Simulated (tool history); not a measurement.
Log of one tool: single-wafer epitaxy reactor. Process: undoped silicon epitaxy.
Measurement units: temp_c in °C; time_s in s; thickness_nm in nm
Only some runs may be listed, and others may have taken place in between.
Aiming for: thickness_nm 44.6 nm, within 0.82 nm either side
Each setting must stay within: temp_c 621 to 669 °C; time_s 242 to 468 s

{"run": 1, "hour": 0.0, "temp_c": 645, "time_s": 355, "thickness_nm": 65.798}
{"run": 2, "hour": 5.8, "temp_c": 642, "time_s": 355, "thickness_nm": 61.401}
{"run": 3, "hour": 7.7, "temp_c": 651, "time_s": 355, "thickness_nm": 75.613}
{"run": 4, "hour": 16.1, "temp_c": 647, "time_s": 355, "thickness_nm": 68.957}
{"run": 5, "hour": 21.0, "temp_c": 647, "time_s": 379, "thickness_nm": 74.805}
{"run": 6, "hour": 22.8, "temp_c": 647, "time_s": 331, "thickness_nm": 64.843}
{"run": 7, "hour": 29.2, "temp_c": 644, "time_s": 331, "thickness_nm": 60.222}
{"run": 8, "hour": 36.5, "temp_c": 642, "time_s": 331, "thickness_nm": 57.196}
{"run": 9, "hour": 38.1, "temp_c": 640, "time_s": 331, "thickness_nm": 54.069}
{"run": 10, "hour": 39.1, "temp_c": 639, "time_s": 331, "thickness_nm": 53.234}
{"run": 11, "hour": 45.3, "temp_c": 638, "time_s": 331, "thickness_nm": 51.698}
{"run": 12, "hour": 48.4, "temp_c": 630, "time_s": 330, "thickness_nm": 42.18}
{"run": 13, "hour": 54.2, "temp_c": 633, "time_s": 330, "thickness_nm": 45.65}

Exactly one of the 4 candidate moves below puts every result within its allowed miss. Which one?
{"run": "A", "hour": 60.0, "temp_c": 633, "time_s": 306, "thickness_nm": "?"}
{"run": "B", "hour": 60.0, "temp_c": 634, "time_s": 303, "thickness_nm": "?"}
{"run": "C", "hour": 60.0, "temp_c": 634, "time_s": 318, "thickness_nm": "?"}
{"run": "D", "hour": 60.0, "temp_c": 637, "time_s": 306, "thickness_nm": "?"}

move=A thickness_nm=42.237
move=B thickness_nm=42.901
move=C thickness_nm=45.025
move=D thickness_nm=46.749
A: moves the result that the last run missed by most past its target, out the other side
B: moves the result that the last run missed by most past its target, out the other side
C: every result lands within tolerance
D: lands further from the targets than the last run did
C is the move that brings every result within its allowed miss.
